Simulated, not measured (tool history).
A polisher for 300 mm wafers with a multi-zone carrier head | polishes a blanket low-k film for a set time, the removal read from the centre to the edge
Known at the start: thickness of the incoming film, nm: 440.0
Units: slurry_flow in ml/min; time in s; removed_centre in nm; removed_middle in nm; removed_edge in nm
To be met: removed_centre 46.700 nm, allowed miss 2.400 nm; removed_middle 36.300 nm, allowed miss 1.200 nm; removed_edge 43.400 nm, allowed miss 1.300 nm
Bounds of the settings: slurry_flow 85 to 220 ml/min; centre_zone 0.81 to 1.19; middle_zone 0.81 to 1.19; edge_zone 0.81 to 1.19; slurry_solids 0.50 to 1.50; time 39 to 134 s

run	hour	slurry_flow	centre_zone	middle_zone	edge_zone	slurry_solids	time	removed_centre	removed_middle	removed_edge
1	0.0	140	1.00	1.00	1.00	1.00	86	33.604	34.050	33.424
2	3.4	140	0.92	1.00	1.00	1.00	86	30.879	33.924	33.763
3	7.6	140	0.92	1.00	0.93	1.00	86	31.155	34.049	32.274
4	15.6	140	0.92	1.00	0.93	0.80	86	26.407	29.009	28.170
5	18.9	150	0.98	0.95	1.00	0.90	87	31.194	31.454	32.098
6	26.4	150	0.98	0.95	1.00	1.05	87	34.521	34.880	35.260
7	30.5	160	1.04	0.90	1.06	1.10	87	39.447	34.151	37.462
8	35.5	160	1.04	0.90	1.06	1.10	87	37.090	34.961	37.631
9	43.9	165	1.09	0.87	1.09	1.15	87	41.194	33.737	39.529
10	45.6	175	1.10	0.87	1.11	1.15	87	41.743	34.367	40.326
11	51.8	185	1.12	0.87	1.12	1.15	87	43.580	34.821	40.489
12	58.0	190	1.13	0.87	1.14	1.15	87	44.462	34.712	41.191
13	64.2	195	1.13	0.87	1.15	1.15	87	44.290	35.395	40.824

Which of these 4 next moves meets every target?
A	70.4	135	1.01	0.88	1.18	1.05	100	?	?	?
B	70.4	170	1.15	0.86	1.15	1.45	83	?	?	?
C	70.4	130	1.10	0.81	1.19	1.30	88	?	?	?
D	70.4	180	1.05	0.87	1.19	1.15	91	?	?	?

move	removed_centre	removed_middle	removed_edge
A	41.190	36.124	43.936
B	47.724	35.818	43.345
C	43.801	32.964	43.254
D	43.257	35.890	43.653
A: brings the result that was furthest off to its target, and leaves another outside
B: meets every target
C: brings the result that was furthest off to its target, and leaves another outside
D: brings the result that was furthest off to its target, and leaves another outside
Move B is the one to make.
